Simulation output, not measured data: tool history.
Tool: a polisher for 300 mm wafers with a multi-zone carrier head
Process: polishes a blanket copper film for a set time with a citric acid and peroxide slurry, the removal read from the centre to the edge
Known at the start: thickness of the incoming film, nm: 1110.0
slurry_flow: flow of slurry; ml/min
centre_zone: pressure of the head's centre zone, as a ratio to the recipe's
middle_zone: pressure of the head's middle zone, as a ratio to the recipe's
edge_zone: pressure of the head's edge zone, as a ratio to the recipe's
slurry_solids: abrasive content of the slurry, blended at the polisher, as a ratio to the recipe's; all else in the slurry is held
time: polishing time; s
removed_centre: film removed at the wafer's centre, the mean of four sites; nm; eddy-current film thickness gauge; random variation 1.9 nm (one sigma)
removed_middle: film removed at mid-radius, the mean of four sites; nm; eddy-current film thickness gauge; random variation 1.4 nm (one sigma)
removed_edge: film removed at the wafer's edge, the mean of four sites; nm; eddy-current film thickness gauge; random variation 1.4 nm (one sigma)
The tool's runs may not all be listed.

| run | hour | slurry_flow | centre_zone | middle_zone | edge_zone | slurry_solids | time | removed_centre | removed_middle | removed_edge |
|---|---|---|---|---|---|---|---|---|---|---|
| 1 | 0 | 250 | 1 | 1 | 1 | 1 | 82 | 251.17 | 254.52 | 253.8 |
| 2 | 6.3 | 290 | 1 | 1 | 1 | 1 | 82 | 256.11 | 261.57 | 258.7 |
| 3 | 8.4 | 290 | 1 | 0.93 | 1 | 1 | 82 | 255.98 | 246.87 | 262.74 |
| 4 | 12.7 | 290 | 0.94 | 0.93 | 1 | 1 | 82 | 243.87 | 246.21 | 262.45 |
| 5 | 16.1 | 290 | 0.94 | 0.93 | 1 | 0.85 | 82 | 240.07 | 236.9 | 253.84 |
| 6 | 20.8 | 270 | 0.94 | 0.92 | 0.96 | 0.75 | 78 | 223.68 | 221.48 | 229.59 |
| 7 | 25.7 | 255 | 0.94 | 0.89 | 0.93 | 0.7 | 74 | 206.38 | 198.79 | 211.87 |
| 8 | 29.4 | 245 | 0.95 | 0.88 | 0.9 | 0.65 | 72 | 199.94 | 188.06 | 196.46 |
| 9 | 34.3 | 230 | 0.95 | 0.87 | 0.88 | 0.6 | 72 | 196.45 | 182.97 | 195.3 |
| 10 | 36.3 | 230 | 0.95 | 0.87 | 0.86 | 0.55 | 71 | 188.45 | 176.82 | 187.93 |

Run 11 comes next. What will it give?
| 11 | 43.7 | 225 | 0.96 | 0.87 | 0.85 | 0.55 | 70 | ? | ? | ? |

removed_centre: 188.3 nm
removed_middle: 175.83 nm
removed_edge: 184.1 nm
